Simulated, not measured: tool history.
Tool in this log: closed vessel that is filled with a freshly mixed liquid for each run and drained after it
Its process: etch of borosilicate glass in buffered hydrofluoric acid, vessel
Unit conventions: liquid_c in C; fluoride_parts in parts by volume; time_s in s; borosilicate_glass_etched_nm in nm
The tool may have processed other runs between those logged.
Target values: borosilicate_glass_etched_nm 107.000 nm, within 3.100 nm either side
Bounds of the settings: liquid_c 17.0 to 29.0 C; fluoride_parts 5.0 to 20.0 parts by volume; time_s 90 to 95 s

Run 1, hour 0.0: liquid_c 21.0 C, fluoride_parts 12.0 parts by volume, time_s 90 s. Result: borosilicate_glass_etched_nm 75.698 nm.
Run 2, hour 3.6: liquid_c 21.0 C, fluoride_parts 14.5 parts by volume, time_s 90 s. Result: borosilicate_glass_etched_nm 62.687 nm.
Run 3, hour 5.0: liquid_c 21.0 C, fluoride_parts 13.0 parts by volume, time_s 90 s. Result: borosilicate_glass_etched_nm 69.031 nm.
Run 4, hour 7.7: liquid_c 22.5 C, fluoride_parts 13.0 parts by volume, time_s 90 s. Result: borosilicate_glass_etched_nm 74.858 nm.
Run 5, hour 15.5: liquid_c 22.5 C, fluoride_parts 14.0 parts by volume, time_s 90 s. Result: borosilicate_glass_etched_nm 70.067 nm.
Run 6, hour 21.8: liquid_c 23.5 C, fluoride_parts 14.0 parts by volume, time_s 90 s. Result: borosilicate_glass_etched_nm 73.882 nm.
Run 7, hour 30.3: liquid_c 24.5 C, fluoride_parts 14.0 parts by volume, time_s 90 s. Result: borosilicate_glass_etched_nm 76.972 nm.
Run 8, hour 33.9: liquid_c 25.5 C, fluoride_parts 13.5 parts by volume, time_s 90 s. Result: borosilicate_glass_etched_nm 85.374 nm.
Run 9, hour 36.4: liquid_c 26.0 C, fluoride_parts 13.5 parts by volume, time_s 90 s. Result: borosilicate_glass_etched_nm 87.031 nm.
Run 10, hour 38.4: liquid_c 26.5 C, fluoride_parts 13.5 parts by volume, time_s 90 s. Result: borosilicate_glass_etched_nm 89.381 nm.
Run 11, hour 46.3: liquid_c 27.0 C, fluoride_parts 13.5 parts by volume, time_s 90 s. Result: borosilicate_glass_etched_nm 92.882 nm.
Run 12, hour 49.7: liquid_c 27.5 C, fluoride_parts 13.5 parts by volume, time_s 90 s. Result: borosilicate_glass_etched_nm 94.753 nm.
Run 13, hour 54.9: liquid_c 28.0 C, fluoride_parts 13.5 parts by volume, time_s 90 s. Result: borosilicate_glass_etched_nm 96.994 nm.

Of the 4 settings listed for the next run, only one would bring every result within its allowed miss of target. Which one?
Run A, hour 60.1: liquid_c 28.5 C, fluoride_parts 13.5 parts by volume, time_s 95 s. Result: borosilicate_glass_etched_nm ?.
Run B, hour 60.1: liquid_c 28.0 C, fluoride_parts 12.0 parts by volume, time_s 95 s. Result: borosilicate_glass_etched_nm ?.
Run C, hour 60.1: liquid_c 28.0 C, fluoride_parts 13.0 parts by volume, time_s 90 s. Result: borosilicate_glass_etched_nm ?.
Run D, hour 60.1: liquid_c 26.5 C, fluoride_parts 13.0 parts by volume, time_s 95 s. Result: borosilicate_glass_etched_nm ?.

move  borosilicate_glass_etched_nm
   A                       106.410
   B                       116.430
   C                       101.930
   D                        99.435
A: meets every target
B: takes the biggest miss from the last run beyond its target
C: better than the last run, though not everything is in spec
D: better than the last run, though not everything is in spec
The right move is A.
